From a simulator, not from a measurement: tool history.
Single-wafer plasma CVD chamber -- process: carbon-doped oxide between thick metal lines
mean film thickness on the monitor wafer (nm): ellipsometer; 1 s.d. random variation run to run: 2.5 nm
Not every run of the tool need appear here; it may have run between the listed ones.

run    day  heater temperature setpoint (deg C)  chamber pressure (mTorr)  RF power (W)  deposition time (s)  mean film thickness on the monitor wafer (nm)
  1  0.000                                  330                      5150           395                  126                                         584.20
  2  0.329                                  331                      5080           385                  126                                         566.15
  3  0.475                                  332                      4980           380                  126                                         562.93
  4  0.842                                  332                      4950           370                  126                                         551.47
  5  1.179                                  332                      4950           370                  120                                         524.77
  6  1.479                                  333                      4890           365                  120                                         510.49
  7  1.633                                  334                      4830           365                  120                                         509.82
  8  1.729                                  335                      4780           365                  120                                         508.42
  9  1.792                                  336                      4720           365                  120                                         501.88
 10  2.071                                  337                      4680           365                  120                                         505.43
 11  2.283                                  339                      4410           330                  120                                         453.32
 12  2.317                                  339                      4450           330                  120                                         456.41
 13  2.488                                  339                      4480           330                  120                                         446.53
 14  2.596                                  338                      4510           330                  120                                         455.31
 15  2.962                                  338                      4510           330                  120                                         456.89
 16  3.262                                  338                      4540           330                  120                                         451.18

For run 17, what comes out?
 17  3.300                                  338                      4560           330                  120                                              ?

mean film thickness on the monitor wafer (nm): 451.28
